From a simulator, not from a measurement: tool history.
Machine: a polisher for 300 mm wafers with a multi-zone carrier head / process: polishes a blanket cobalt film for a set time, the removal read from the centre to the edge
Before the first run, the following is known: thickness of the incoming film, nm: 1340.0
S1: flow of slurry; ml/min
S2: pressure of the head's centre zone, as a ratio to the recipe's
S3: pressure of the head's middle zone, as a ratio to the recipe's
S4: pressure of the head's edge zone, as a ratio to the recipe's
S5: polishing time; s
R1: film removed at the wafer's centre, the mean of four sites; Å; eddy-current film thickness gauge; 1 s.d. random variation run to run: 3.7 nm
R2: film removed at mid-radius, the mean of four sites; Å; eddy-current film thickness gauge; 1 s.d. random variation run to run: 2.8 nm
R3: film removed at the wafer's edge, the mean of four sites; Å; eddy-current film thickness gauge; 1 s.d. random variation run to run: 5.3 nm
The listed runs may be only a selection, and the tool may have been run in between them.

run 1 hour=0 | S1=275 S2=1 S3=1 S4=1 S5=64 | R1=3361.4 R2=3393.1 R3=3310.9
run 2 hour=6.1 | S1=275 S2=1 S3=1 S4=0.92 S5=64 | R1=3341.1 R2=3351.4 R3=3208.8
run 3 hour=8.2 | S1=275 S2=1 S3=1 S4=0.92 S5=55 | R1=2935.1 R2=2852 R3=2760.7
run 4 hour=16.4 | S1=275 S2=1.08 S3=1 S4=0.92 S5=55 | R1=3064.8 R2=2929 R3=2758.5
run 5 hour=22 | S1=325 S2=1.08 S3=1 S4=0.92 S5=55 | R1=3076.5 R2=2957 R3=2772.4
run 6 hour=25.2 | S1=325 S2=1.01 S3=1 S4=0.92 S5=55 | R1=2946.3 R2=2915.6 R3=2750.9

Estimate the outcome of run 7 from the log above:
run 7 hour=31.3 | S1=315 S2=1 S3=1 S4=0.95 S5=57 | R1=? R2=? R3=?

{"run 7": {"R1": 3013.2, "R2": 3041.4, "R3": 2988.7}}
